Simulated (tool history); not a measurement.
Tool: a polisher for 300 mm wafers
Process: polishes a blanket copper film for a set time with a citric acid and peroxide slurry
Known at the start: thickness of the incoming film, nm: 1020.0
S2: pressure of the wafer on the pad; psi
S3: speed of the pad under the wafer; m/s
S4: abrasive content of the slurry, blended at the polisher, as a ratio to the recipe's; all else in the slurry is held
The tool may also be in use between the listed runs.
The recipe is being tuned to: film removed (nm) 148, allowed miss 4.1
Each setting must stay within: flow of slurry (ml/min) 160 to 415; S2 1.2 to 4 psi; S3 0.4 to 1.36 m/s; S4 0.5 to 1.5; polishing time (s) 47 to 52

Run 1, hour 0: flow of slurry (ml/min) 265, S2 2.6 psi, S3 0.88 m/s, S4 1, polishing time (s) 52. Result: film removed (nm) 99.001.
Run 2, hour 8.7: flow of slurry (ml/min) 270, S2 2.8 psi, S3 0.88 m/s, S4 1, polishing time (s) 52. Result: film removed (nm) 105.56.
Run 3, hour 15.5: flow of slurry (ml/min) 270, S2 3 psi, S3 0.88 m/s, S4 1, polishing time (s) 52. Result: film removed (nm) 114.72.
Run 4, hour 18.2: flow of slurry (ml/min) 270, S2 3.2 psi, S3 0.88 m/s, S4 1, polishing time (s) 52. Result: film removed (nm) 121.7.
Run 5, hour 25.8: flow of slurry (ml/min) 270, S2 3.3 psi, S3 0.88 m/s, S4 1, polishing time (s) 52. Result: film removed (nm) 124.82.
Run 6, hour 29.2: flow of slurry (ml/min) 270, S2 3.3 psi, S3 0.88 m/s, S4 0.85, polishing time (s) 52. Result: film removed (nm) 122.3.
Run 7, hour 34: flow of slurry (ml/min) 270, S2 3.3 psi, S3 0.88 m/s, S4 0.85, polishing time (s) 52. Result: film removed (nm) 121.93.
Run 8, hour 38.4: flow of slurry (ml/min) 270, S2 3.3 psi, S3 0.88 m/s, S4 0.85, polishing time (s) 52. Result: film removed (nm) 121.88.
Run 9, hour 40.3: flow of slurry (ml/min) 270, S2 3.4 psi, S3 0.88 m/s, S4 0.85, polishing time (s) 52. Result: film removed (nm) 123.47.
Run 10, hour 46: flow of slurry (ml/min) 275, S2 3.5 psi, S3 0.88 m/s, S4 0.85, polishing time (s) 52. Result: film removed (nm) 127.29.
Run 11, hour 48.3: flow of slurry (ml/min) 275, S2 3.6 psi, S3 0.88 m/s, S4 0.85, polishing time (s) 52. Result: film removed (nm) 131.4.
Run 12, hour 50.8: flow of slurry (ml/min) 275, S2 3.7 psi, S3 0.88 m/s, S4 0.85, polishing time (s) 52. Result: film removed (nm) 137.34.
Run 13, hour 54.6: flow of slurry (ml/min) 275, S2 3.8 psi, S3 0.88 m/s, S4 0.85, polishing time (s) 52. Result: film removed (nm) 139.95.
Run 14, hour 61.8: flow of slurry (ml/min) 275, S2 3.8 psi, S3 0.88 m/s, S4 0.85, polishing time (s) 52. Result: film removed (nm) 140.45.
Run 15, hour 69.2: flow of slurry (ml/min) 275, S2 3.9 psi, S3 0.88 m/s, S4 0.85, polishing time (s) 52. Result: film removed (nm) 141.84.

5 next moves are on the table. One of them brings every result within its allowed miss. Which?
Run A, hour 76.6: flow of slurry (ml/min) 280, S2 3.9 psi, S3 0.98 m/s, S4 0.85, polishing time (s) 51. Result: film removed (nm) ?.
Run B, hour 76.6: flow of slurry (ml/min) 260, S2 4 psi, S3 0.9 m/s, S4 0.8, polishing time (s) 52. Result: film removed (nm) ?.
Run C, hour 76.6: flow of slurry (ml/min) 280, S2 4 psi, S3 0.86 m/s, S4 0.85, polishing time (s) 50. Result: film removed (nm) ?.
Run D, hour 76.6: flow of slurry (ml/min) 215, S2 4 psi, S3 0.96 m/s, S4 0.95, polishing time (s) 52. Result: film removed (nm) ?.
Run E, hour 76.6: flow of slurry (ml/min) 245, S2 3.9 psi, S3 0.96 m/s, S4 1, polishing time (s) 52. Result: film removed (nm) ?.

move  film removed (nm)
   A             156.25
   B              147.5
   C             138.16
   D             158.45
   E             158.54
A: the result that was furthest off in the last run now lies on the other side of its target
B: every result lands within tolerance
C: lands further from the targets than the last run did
D: the result that was furthest off in the last run now lies on the other side of its target
E: the result that was furthest off in the last run now lies on the other side of its target
The move that meets every target is B.
